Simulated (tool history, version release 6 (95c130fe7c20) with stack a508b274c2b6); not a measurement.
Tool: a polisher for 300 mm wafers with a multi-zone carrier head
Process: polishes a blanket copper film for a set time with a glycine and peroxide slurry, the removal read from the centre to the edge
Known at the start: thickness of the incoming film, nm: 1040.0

run  hour  flow of slurry (ml/min)  pressure of the head's centre zone  pressure of the head's middle zone  pressure of the head's edge zone  polishing time (s)  film removed at the wafer's centre (Å)  film removed at mid-radius (Å)  film removed at the wafer's edge (Å)
  1     0                      290                                   1                                   1                                 1                  54                                  2968.4                            2915                                2839.2
  2   3.5                      290                                   1                                0.97                                 1                  54                                  3013.1                            2819                                2764.7
  3  12.3                      290                                   1                                0.97                              1.03                  54                                  2985.9                          2804.1                                2891.2
  4  14.2                      290                                   1                                1.03                              1.03                  54                                  2949.1                          2903.4                                2825.3
  5    16                      290                                0.98                                1.02                              1.03                  53                                  2854.3                          2882.4                                2840.9
  6  17.1                      290                                0.98                                1.02                              0.98                  53                                  2835.5                            2829                                2708.7
  7  24.9                      290                                0.98                                1.02                              0.98                  53                                  2857.1                          2883.2                                2709.6
  8  26.5                      285                                0.96                                1.01                              0.98                  52                                  2713.1                          2760.4                                2677.6
  9  27.2                      280                                0.95                                   1                              0.97                  52                                  2687.2                          2843.2                                2700.8

Run 10 comes next. What will it give?
 10  34.5                      285                                0.94                                0.99                              0.97                  51                                       ?                               ?                                     ?

film removed at the wafer's centre (Å): 2642.8
film removed at mid-radius (Å): 2647.6
film removed at the wafer's edge (Å): 2565.7
